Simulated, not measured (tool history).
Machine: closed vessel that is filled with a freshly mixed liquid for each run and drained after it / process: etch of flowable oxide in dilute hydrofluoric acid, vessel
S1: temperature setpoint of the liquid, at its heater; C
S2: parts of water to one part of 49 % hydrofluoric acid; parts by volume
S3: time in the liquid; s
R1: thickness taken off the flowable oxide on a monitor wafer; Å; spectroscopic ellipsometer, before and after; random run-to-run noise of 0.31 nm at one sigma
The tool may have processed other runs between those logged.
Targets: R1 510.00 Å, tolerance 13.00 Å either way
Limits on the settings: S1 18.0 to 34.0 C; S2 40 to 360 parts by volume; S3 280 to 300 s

{"run": 1, "hour": 0.0, "S1": 26.0, "S2": 200, "S3": 280, "R1": 283.6}
{"run": 2, "hour": 3.0, "S1": 26.0, "S2": 200, "S3": 280, "R1": 281.55}
{"run": 3, "hour": 11.7, "S1": 26.0, "S2": 200, "S3": 280, "R1": 282.38}
{"run": 4, "hour": 12.7, "S1": 28.0, "S2": 185, "S3": 280, "R1": 333.35}
{"run": 5, "hour": 19.0, "S1": 28.0, "S2": 185, "S3": 280, "R1": 330.16}
{"run": 6, "hour": 22.4, "S1": 29.5, "S2": 175, "S3": 280, "R1": 377.54}
{"run": 7, "hour": 27.8, "S1": 30.5, "S2": 170, "S3": 280, "R1": 406.64}
{"run": 8, "hour": 34.4, "S1": 31.5, "S2": 165, "S3": 280, "R1": 429.86}
{"run": 9, "hour": 35.3, "S1": 32.0, "S2": 160, "S3": 280, "R1": 454.24}
{"run": 10, "hour": 41.1, "S1": 34.0, "S2": 150, "S3": 280, "R1": 531.04}

Of the 4 settings listed for the next run, only one would bring every result within its allowed miss of target. Which one?
{"run": "A", "hour": 46.9, "S1": 33.5, "S2": 165, "S3": 285, "R1": "?"}
{"run": "B", "hour": 46.9, "S1": 34.0, "S2": 165, "S3": 285, "R1": "?"}
{"run": "C", "hour": 46.9, "S1": 31.0, "S2": 135, "S3": 280, "R1": "?"}
{"run": "D", "hour": 46.9, "S1": 34.0, "S2": 160, "S3": 290, "R1": "?"}

move=A R1=472.58
move=B R1=480.70
move=C R1=541.69
move=D R1=507.98
A: the result that was furthest off in the last run now lies on the other side of its target
B: the result that was furthest off in the last run now lies on the other side of its target
C: the biggest miss grows against the last run
D: every result within its allowed miss
The move that meets every target is D.
